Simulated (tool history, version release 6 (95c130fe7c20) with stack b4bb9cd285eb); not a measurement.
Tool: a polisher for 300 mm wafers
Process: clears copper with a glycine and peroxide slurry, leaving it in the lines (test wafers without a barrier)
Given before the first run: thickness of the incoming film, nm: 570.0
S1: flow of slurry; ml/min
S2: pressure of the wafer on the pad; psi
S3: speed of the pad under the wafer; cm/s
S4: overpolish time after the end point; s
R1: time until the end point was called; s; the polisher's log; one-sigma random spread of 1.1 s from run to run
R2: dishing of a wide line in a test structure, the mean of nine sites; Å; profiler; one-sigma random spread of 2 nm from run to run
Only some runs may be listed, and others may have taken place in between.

{"run": 1, "hour": 0.0, "S1": 250, "S2": 2.3, "S3": 116, "S4": 23, "R1": 97.837, "R2": 663.73}
{"run": 2, "hour": 3.6, "S1": 250, "S2": 2.3, "S3": 104, "S4": 23, "R1": 104.01, "R2": 612.12}
{"run": 3, "hour": 11.8, "S1": 250, "S2": 2.5, "S3": 106, "S4": 24, "R1": 100.46, "R2": 668.12}
{"run": 4, "hour": 13.7, "S1": 250, "S2": 2.5, "S3": 106, "S4": 29, "R1": 97.996, "R2": 709.97}
{"run": 5, "hour": 16.9, "S1": 250, "S2": 2.8, "S3": 106, "S4": 29, "R1": 92.253, "R2": 772.37}
{"run": 6, "hour": 22.7, "S1": 275, "S2": 2.8, "S3": 106, "S4": 29, "R1": 90.043, "R2": 798.43}
{"run": 7, "hour": 26.0, "S1": 280, "S2": 3, "S3": 108, "S4": 29, "R1": 83.075, "R2": 838.07}
{"run": 8, "hour": 30.6, "S1": 285, "S2": 3.1, "S3": 110, "S4": 29, "R1": 81.3, "R2": 854.23}

Run 9 is up next; what results do you expect?
{"run": 9, "hour": 31.6, "S1": 285, "S2": 3.1, "S3": 110, "S4": 29, "R1": "?", "R2": "?"}

{"run 9": {"R1": 80.513, "R2": 829.9}}

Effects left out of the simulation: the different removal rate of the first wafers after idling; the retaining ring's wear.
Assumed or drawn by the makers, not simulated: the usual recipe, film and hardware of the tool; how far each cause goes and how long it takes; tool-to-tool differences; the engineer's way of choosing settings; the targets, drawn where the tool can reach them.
